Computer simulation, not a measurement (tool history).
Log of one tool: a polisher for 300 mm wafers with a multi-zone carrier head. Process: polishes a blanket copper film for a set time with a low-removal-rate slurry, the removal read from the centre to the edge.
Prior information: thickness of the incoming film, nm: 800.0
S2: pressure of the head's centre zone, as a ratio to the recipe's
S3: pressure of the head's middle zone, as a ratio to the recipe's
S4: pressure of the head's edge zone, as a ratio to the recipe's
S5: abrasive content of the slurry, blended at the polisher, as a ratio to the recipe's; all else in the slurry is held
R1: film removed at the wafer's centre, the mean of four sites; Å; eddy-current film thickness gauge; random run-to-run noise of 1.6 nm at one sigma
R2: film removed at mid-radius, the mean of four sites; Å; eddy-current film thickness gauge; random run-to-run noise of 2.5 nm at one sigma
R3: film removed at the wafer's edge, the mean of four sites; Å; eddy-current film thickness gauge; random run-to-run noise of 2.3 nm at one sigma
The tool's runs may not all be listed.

Run 1, hour 0: flow of slurry (ml/min) 180, S2 1, S3 1, S4 1, S5 1, polishing time (s) 90. Result: R1 1515.7 Å, R2 1541.5 Å, R3 1561.8 Å.
Run 2, hour 5.3: flow of slurry (ml/min) 180, S2 1, S3 0.94, S4 1, S5 1, polishing time (s) 90. Result: R1 1524.3 Å, R2 1522.4 Å, R3 1589.4 Å.
Run 3, hour 14.1: flow of slurry (ml/min) 180, S2 1, S3 0.94, S4 1, S5 1, polishing time (s) 68. Result: R1 1172.4 Å, R2 1107.6 Å, R3 1188.3 Å.
Run 4, hour 22.2: flow of slurry (ml/min) 190, S2 1.02, S3 0.94, S4 1.01, S5 1.05, polishing time (s) 71. Result: R1 1261.5 Å, R2 1180 Å, R3 1267.2 Å.
Run 5, hour 30.8: flow of slurry (ml/min) 190, S2 1.07, S3 0.94, S4 1.01, S5 1.05, polishing time (s) 71. Result: R1 1325 Å, R2 1163.1 Å, R3 1239.5 Å.
Run 6, hour 33: flow of slurry (ml/min) 190, S2 1.15, S3 0.94, S4 1.01, S5 1.05, polishing time (s) 71. Result: R1 1413 Å, R2 1201.5 Å, R3 1250.6 Å.
Run 7, hour 39.5: flow of slurry (ml/min) 200, S2 1.16, S3 0.93, S4 1.02, S5 1.1, polishing time (s) 74. Result: R1 1503.7 Å, R2 1250.3 Å, R3 1327.2 Å.
Run 8, hour 44.8: flow of slurry (ml/min) 210, S2 1.16, S3 0.92, S4 1.02, S5 1.15, polishing time (s) 77. Result: R1 1584.9 Å, R2 1310.7 Å, R3 1433.9 Å.
Run 9, hour 51.1: flow of slurry (ml/min) 215, S2 1.16, S3 0.91, S4 1, S5 1.2, polishing time (s) 79. Result: R1 1655 Å, R2 1329.7 Å, R3 1444.7 Å.
Run 10, hour 58.8: flow of slurry (ml/min) 220, S2 1.16, S3 0.91, S4 1, S5 1.25, polishing time (s) 81. Result: R1 1725.3 Å, R2 1366.3 Å, R3 1517.2 Å.

Predict the results of run 11:
Run 11, hour 66.6: flow of slurry (ml/min) 225, S2 1.16, S3 0.92, S4 1, S5 1.3, polishing time (s) 82. Result: R1 ?, R2 ?, R3 ?.

{"run 11": {"R1": 1757, "R2": 1421.4, "R3": 1557.4}}
